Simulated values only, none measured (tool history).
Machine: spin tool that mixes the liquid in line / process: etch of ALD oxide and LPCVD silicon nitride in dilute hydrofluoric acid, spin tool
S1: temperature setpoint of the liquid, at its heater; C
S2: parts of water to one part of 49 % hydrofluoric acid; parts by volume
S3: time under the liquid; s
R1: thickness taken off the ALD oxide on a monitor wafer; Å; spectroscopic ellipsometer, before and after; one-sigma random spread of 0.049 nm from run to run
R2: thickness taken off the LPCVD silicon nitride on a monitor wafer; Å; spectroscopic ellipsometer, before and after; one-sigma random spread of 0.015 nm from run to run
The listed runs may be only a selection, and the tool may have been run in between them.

Run 1, day 0.000: S1 26.0 C, S2 260 parts by volume, S3 180 s. Result: R1 69.879 Å, R2 4.2030 Å.
Run 2, day 0.167: S1 26.0 C, S2 260 parts by volume, S3 135 s. Result: R1 53.302 Å, R2 2.9035 Å.
Run 3, day 0.488: S1 26.0 C, S2 290 parts by volume, S3 135 s. Result: R1 45.503 Å, R2 2.4472 Å.
Run 4, day 0.629: S1 26.0 C, S2 290 parts by volume, S3 170 s. Result: R1 57.564 Å, R2 3.2860 Å.
Run 5, day 0.679: S1 25.5 C, S2 295 parts by volume, S3 170 s. Result: R1 54.757 Å, R2 3.4386 Å.
Run 6, day 0.850: S1 25.5 C, S2 295 parts by volume, S3 165 s. Result: R1 53.730 Å, R2 3.1921 Å.

Run 7 is up next; what results do you expect?
Run 7, day 1.112: S1 25.0 C, S2 295 parts by volume, S3 165 s. Result: R1 ?, R2 ?.

For run 7 the tool returned R1 52.619 Å, R2 2.9164 Å.
